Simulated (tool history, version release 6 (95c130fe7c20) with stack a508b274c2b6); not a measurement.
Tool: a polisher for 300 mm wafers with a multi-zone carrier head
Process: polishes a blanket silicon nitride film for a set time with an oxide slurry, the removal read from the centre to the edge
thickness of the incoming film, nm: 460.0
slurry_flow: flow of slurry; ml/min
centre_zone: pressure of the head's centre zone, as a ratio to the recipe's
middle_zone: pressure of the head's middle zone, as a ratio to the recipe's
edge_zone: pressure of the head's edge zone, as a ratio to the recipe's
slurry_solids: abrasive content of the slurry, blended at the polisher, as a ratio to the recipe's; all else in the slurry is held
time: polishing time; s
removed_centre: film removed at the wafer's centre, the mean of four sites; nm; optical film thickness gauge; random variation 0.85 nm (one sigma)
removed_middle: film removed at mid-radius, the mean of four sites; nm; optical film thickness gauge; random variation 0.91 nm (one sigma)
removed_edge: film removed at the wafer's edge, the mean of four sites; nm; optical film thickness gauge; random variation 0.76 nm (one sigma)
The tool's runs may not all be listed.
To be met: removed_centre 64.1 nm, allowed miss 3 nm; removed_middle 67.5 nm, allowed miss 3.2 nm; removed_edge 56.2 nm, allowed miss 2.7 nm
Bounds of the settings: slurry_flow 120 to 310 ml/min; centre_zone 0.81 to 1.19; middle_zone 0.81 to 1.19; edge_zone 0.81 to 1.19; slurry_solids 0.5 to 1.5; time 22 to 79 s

run	day	slurry_flow	centre_zone	middle_zone	edge_zone	slurry_solids	time	removed_centre	removed_middle	removed_edge
1	0	200	1	1	1	1	50	51.241	50.314	51.615
2	0.183	210	1.03	1.06	0.98	1.05	50	54.369	56.029	52.267
3	0.525	220	1.06	1.09	0.99	1.1	50	58.023	60.43	53.513
4	0.604	220	1.06	1.09	1.06	1.1	50	58.248	58.732	55.972
5	0.721	220	1.06	1.09	1.06	1.1	44	52.966	52.663	48.946
6	0.992	220	1.06	1.09	1.11	1.1	44	50.753	52.753	49.456
7	1.225	255	1.11	1.19	1.05	1.35	45	60.54	63.66	54.568
8	1.288	260	1.11	1.19	1.03	1.4	45	61.661	65.229	55.768
9	1.638	260	1.11	1.19	1.01	1.4	45	61.561	64.627	54.49

Which of these 4 next moves meets every target?
A	1.988	295	1.17	1.19	0.92	1.45	43	?	?	?
B	1.988	285	1.1	1.19	1.03	1.45	46	?	?	?
C	1.988	260	0.97	1.19	1.03	1.45	46	?	?	?
D	1.988	270	1.02	1.19	0.96	1.35	46	?	?	?

move	removed_centre	removed_middle	removed_edge
A	65.424	62.453	51.067
B	65.514	66.586	57.418
C	57.066	65.955	56.975
D	58.759	64.516	53.871
A: further off than the last run
B: meets every target
C: brings the result that was furthest off to its target, and leaves another outside
D: brings the result that was furthest off to its target, and leaves another outside
The right move is B.

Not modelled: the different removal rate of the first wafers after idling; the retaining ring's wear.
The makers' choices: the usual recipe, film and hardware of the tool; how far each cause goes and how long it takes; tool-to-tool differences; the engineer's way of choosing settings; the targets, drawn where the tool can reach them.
